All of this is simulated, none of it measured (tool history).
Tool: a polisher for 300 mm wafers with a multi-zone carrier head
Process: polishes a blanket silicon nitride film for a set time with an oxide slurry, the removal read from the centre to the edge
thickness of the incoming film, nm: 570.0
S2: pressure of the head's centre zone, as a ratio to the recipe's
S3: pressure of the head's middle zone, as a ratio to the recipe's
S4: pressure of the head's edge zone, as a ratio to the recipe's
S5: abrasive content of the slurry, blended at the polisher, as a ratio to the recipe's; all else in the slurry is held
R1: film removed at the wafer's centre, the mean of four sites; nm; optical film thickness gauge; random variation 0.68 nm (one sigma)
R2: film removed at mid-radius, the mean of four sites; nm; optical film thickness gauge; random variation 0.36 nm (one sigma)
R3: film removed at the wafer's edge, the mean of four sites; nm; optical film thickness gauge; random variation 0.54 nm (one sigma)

Run 1, hour 0.0: flow of slurry (ml/min) 125, S2 1.00, S3 1.00, S4 1.00, S5 1.00, polishing time (s) 35. Result: R1 37.710 nm, R2 36.785 nm, R3 37.368 nm.
Run 2, hour 2.6: flow of slurry (ml/min) 125, S2 1.00, S3 1.04, S4 1.00, S5 1.00, polishing time (s) 35. Result: R1 37.756 nm, R2 38.039 nm, R3 37.582 nm.
Run 3, hour 4.3: flow of slurry (ml/min) 125, S2 1.00, S3 1.04, S4 1.00, S5 1.20, polishing time (s) 35. Result: R1 40.728 nm, R2 42.028 nm, R3 40.453 nm.
Run 4, hour 8.5: flow of slurry (ml/min) 125, S2 1.00, S3 1.04, S4 0.97, S5 1.20, polishing time (s) 35. Result: R1 40.964 nm, R2 42.255 nm, R3 40.392 nm.
Run 5, hour 9.6: flow of slurry (ml/min) 130, S2 0.98, S3 1.01, S4 1.01, S5 1.25, polishing time (s) 36. Result: R1 42.623 nm, R2 43.572 nm, R3 42.843 nm.
Run 6, hour 11.2: flow of slurry (ml/min) 130, S2 0.98, S3 1.01, S4 1.01, S5 1.10, polishing time (s) 36. Result: R1 40.195 nm, R2 40.368 nm, R3 40.497 nm.
Run 7, hour 19.3: flow of slurry (ml/min) 130, S2 0.96, S3 0.99, S4 1.05, S5 1.20, polishing time (s) 37. Result: R1 41.244 nm, R2 43.453 nm, R3 44.578 nm.
Run 8, hour 27.4: flow of slurry (ml/min) 135, S2 0.97, S3 0.97, S4 1.08, S5 1.25, polishing time (s) 37. Result: R1 44.033 nm, R2 43.520 nm, R3 46.186 nm.
Run 9, hour 33.2: flow of slurry (ml/min) 140, S2 0.96, S3 0.96, S4 1.10, S5 1.30, polishing time (s) 37. Result: R1 44.308 nm, R2 44.185 nm, R3 47.498 nm.
Run 10, hour 38.5: flow of slurry (ml/min) 145, S2 0.95, S3 0.96, S4 1.12, S5 1.35, polishing time (s) 38. Result: R1 46.213 nm, R2 46.443 nm, R3 50.960 nm.
Run 11, hour 39.8: flow of slurry (ml/min) 150, S2 0.95, S3 0.97, S4 1.14, S5 1.40, polishing time (s) 38. Result: R1 47.761 nm, R2 48.618 nm, R3 52.710 nm.

Forecast run 12:
Run 12, hour 43.6: flow of slurry (ml/min) 155, S2 0.95, S3 0.97, S4 1.15, S5 1.40, polishing time (s) 38. Result: R1 ?, R2 ?, R3 ?.

R1: 48.538 nm
R2: 48.806 nm
R3: 52.930 nm

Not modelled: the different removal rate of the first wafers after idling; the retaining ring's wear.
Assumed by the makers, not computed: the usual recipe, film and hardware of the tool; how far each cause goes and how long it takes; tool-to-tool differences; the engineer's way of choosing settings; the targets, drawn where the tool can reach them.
